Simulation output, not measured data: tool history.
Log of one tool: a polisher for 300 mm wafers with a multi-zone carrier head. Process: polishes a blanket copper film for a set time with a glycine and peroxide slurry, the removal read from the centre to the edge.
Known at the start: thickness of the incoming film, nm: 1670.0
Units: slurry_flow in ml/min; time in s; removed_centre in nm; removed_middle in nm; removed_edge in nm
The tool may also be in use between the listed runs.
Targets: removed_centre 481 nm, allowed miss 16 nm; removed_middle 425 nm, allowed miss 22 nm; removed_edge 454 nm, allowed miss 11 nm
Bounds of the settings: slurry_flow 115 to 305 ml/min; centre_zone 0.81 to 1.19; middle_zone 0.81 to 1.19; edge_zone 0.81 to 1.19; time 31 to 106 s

run,hour,slurry_flow,centre_zone,middle_zone,edge_zone,time,removed_centre,removed_middle,removed_edge
1,0,195,1,1,1,68,365.49,384.47,372.86
2,4.6,200,1.01,1,1.02,69,385.74,392.49,381.82
3,6.5,200,1.01,0.95,1.02,69,377.02,372.99,386.13
4,9.4,200,1.01,0.95,1.09,69,383.21,387.19,390.6
5,11.9,205,1.02,0.94,1.1,70,391.56,371.23,409.64
6,19.5,205,1.02,0.94,1.03,70,386.21,378.24,393.05
7,22.7,210,1.03,0.94,1.04,70,387.26,378.6,394.62
8,25.7,210,1.04,0.94,1.05,71,396.91,380.81,403.71
9,26.5,215,1.05,0.95,1.06,71,411.48,389,404.99
10,35.2,220,1.05,0.95,1.07,71,413.4,389.76,404
11,36.6,220,1.05,0.95,1.08,72,408.82,381.7,410.91
12,38.4,220,1.06,0.95,1.08,73,420.78,403.02,422.28
13,44.6,220,1.07,0.95,1.09,73,427.64,405.72,425.72
14,45.9,220,1.08,0.95,1.1,73,422.19,407.33,418.71
15,53.7,225,1.09,0.95,1.1,73,428.78,406.6,424.35
16,59.1,225,1.09,0.95,1.1,73,426.29,401.58,422.56
17,67.1,230,1.1,0.95,1.1,73,431.86,399.25,426.48
18,74.3,235,1.11,0.95,1.1,73,440.53,401.24,424.55
19,76.4,240,1.11,0.95,1.11,73,450.46,405.14,430.58
20,83.8,240,1.11,0.95,1.11,73,438.42,401.14,435.19
21,87.1,240,1.12,0.95,1.11,73,442.94,407.31,434.37
22,93.2,245,1.13,0.95,1.11,73,444.87,412.77,430.93
23,99.5,250,1.14,0.95,1.11,73,453.13,400.77,429.96
24,100.5,255,1.14,0.95,1.12,73,446.36,412.35,431.3

Which of these 4 next moves meets every target?
A,101.5,240,1.1,0.89,1.13,81,?,?,?
B,101.5,260,1.15,0.95,1.08,77,?,?,?
C,101.5,230,1.19,0.84,1.17,75,?,?,?
D,101.5,225,0.93,0.87,1.19,75,?,?,?

move,removed_centre,removed_middle,removed_edge
A,492.09,415.74,485.9
B,488.63,419.52,455.49
C,479.42,366.31,455.62
D,400.86,375.33,458.08
A: brings the result that was furthest off to its target, and leaves another outside
B: meets every target
C: brings the result that was furthest off to its target, and leaves another outside
D: further off than the last run
Answer: B
